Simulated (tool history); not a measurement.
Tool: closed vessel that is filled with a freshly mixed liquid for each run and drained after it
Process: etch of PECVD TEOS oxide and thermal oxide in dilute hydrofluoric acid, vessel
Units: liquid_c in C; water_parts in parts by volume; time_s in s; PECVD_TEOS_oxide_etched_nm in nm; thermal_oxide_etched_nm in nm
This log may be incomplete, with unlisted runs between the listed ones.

run 1 day=0 | liquid_c=24 water_parts=95 time_s=200 | PECVD_TEOS_oxide_etched_nm=25.18 thermal_oxide_etched_nm=9.3531
run 2 day=0.258 | liquid_c=22 water_parts=95 time_s=200 | PECVD_TEOS_oxide_etched_nm=23.187 thermal_oxide_etched_nm=8.7216
run 3 day=0.579 | liquid_c=22 water_parts=95 time_s=130 | PECVD_TEOS_oxide_etched_nm=15.246 thermal_oxide_etched_nm=5.6653
run 4 day=0.846 | liquid_c=22 water_parts=110 time_s=130 | PECVD_TEOS_oxide_etched_nm=12.711 thermal_oxide_etched_nm=4.6481
run 5 day=1.058 | liquid_c=22.5 water_parts=110 time_s=130 | PECVD_TEOS_oxide_etched_nm=12.683 thermal_oxide_etched_nm=4.9039
run 6 day=1.171 | liquid_c=22.5 water_parts=125 time_s=130 | PECVD_TEOS_oxide_etched_nm=11.154 thermal_oxide_etched_nm=4.2089
run 7 day=1.542 | liquid_c=24 water_parts=125 time_s=130 | PECVD_TEOS_oxide_etched_nm=11.744 thermal_oxide_etched_nm=4.4652
run 8 day=1.912 | liquid_c=25 water_parts=125 time_s=130 | PECVD_TEOS_oxide_etched_nm=12.263 thermal_oxide_etched_nm=4.6363

Run 9 comes next. What will it give?
run 9 day=2.225 | liquid_c=26 water_parts=125 time_s=130 | PECVD_TEOS_oxide_etched_nm=? thermal_oxide_etched_nm=?

PECVD_TEOS_oxide_etched_nm: 12.771 nm
thermal_oxide_etched_nm: 4.8481 nm
